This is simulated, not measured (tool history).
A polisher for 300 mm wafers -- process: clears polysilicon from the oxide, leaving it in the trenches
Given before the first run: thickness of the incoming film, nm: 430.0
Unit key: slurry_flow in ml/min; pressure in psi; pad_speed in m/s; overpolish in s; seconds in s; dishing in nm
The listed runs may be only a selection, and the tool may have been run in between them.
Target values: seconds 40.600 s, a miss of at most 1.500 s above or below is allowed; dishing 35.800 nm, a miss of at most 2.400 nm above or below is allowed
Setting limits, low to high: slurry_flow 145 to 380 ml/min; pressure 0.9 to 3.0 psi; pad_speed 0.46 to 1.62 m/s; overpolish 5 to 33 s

Run 1, day 0.000: slurry_flow 245 ml/min, pressure 1.9 psi, pad_speed 1.04 m/s, overpolish 17 s. Result: seconds 55.901 s, dishing 35.883 nm.
Run 2, day 0.025: slurry_flow 245 ml/min, pressure 2.0 psi, pad_speed 1.04 m/s, overpolish 16 s. Result: seconds 54.468 s, dishing 35.257 nm.
Run 3, day 0.146: slurry_flow 245 ml/min, pressure 2.0 psi, pad_speed 1.04 m/s, overpolish 9 s. Result: seconds 53.460 s, dishing 33.142 nm.
Run 4, day 0.508: slurry_flow 190 ml/min, pressure 2.0 psi, pad_speed 1.04 m/s, overpolish 9 s. Result: seconds 55.540 s, dishing 32.624 nm.
Run 5, day 0.762: slurry_flow 225 ml/min, pressure 2.0 psi, pad_speed 1.04 m/s, overpolish 9 s. Result: seconds 53.671 s, dishing 31.482 nm.
Run 6, day 0.938: slurry_flow 225 ml/min, pressure 1.7 psi, pad_speed 1.04 m/s, overpolish 9 s. Result: seconds 62.197 s, dishing 31.063 nm.
At day 1.050: worn pad replaced by a new one.
Run 7, day 1.050: slurry_flow 230 ml/min, pressure 1.9 psi, pad_speed 1.04 m/s, overpolish 9 s. Result: seconds 52.407 s, dishing 32.908 nm.
Run 8, day 1.167: slurry_flow 260 ml/min, pressure 1.9 psi, pad_speed 1.04 m/s, overpolish 9 s. Result: seconds 53.067 s, dishing 32.313 nm.

Which of these 5 next moves meets every target?
Run A, day 1.283: slurry_flow 180 ml/min, pressure 2.2 psi, pad_speed 1.24 m/s, overpolish 25 s. Result: seconds ?, dishing ?.
Run B, day 1.283: slurry_flow 285 ml/min, pressure 2.8 psi, pad_speed 1.06 m/s, overpolish 24 s. Result: seconds ?, dishing ?.
Run C, day 1.283: slurry_flow 245 ml/min, pressure 2.6 psi, pad_speed 1.08 m/s, overpolish 18 s. Result: seconds ?, dishing ?.
Run D, day 1.283: slurry_flow 265 ml/min, pressure 2.3 psi, pad_speed 1.04 m/s, overpolish 17 s. Result: seconds ?, dishing ?.
Run E, day 1.283: slurry_flow 260 ml/min, pressure 1.9 psi, pad_speed 0.76 m/s, overpolish 17 s. Result: seconds ?, dishing ?.

move  seconds  dishing
   A   39.808   36.035
   B   34.674   36.038
   C   37.176   36.000
   D   43.090   35.900
   E   69.864   34.863
A: every result lands within tolerance
B: takes the result that was furthest off past its target
C: takes the result that was furthest off past its target
D: closes in on the targets versus the last run, not all within tolerance yet
E: its largest miss is bigger than the last run's
The right move is A.
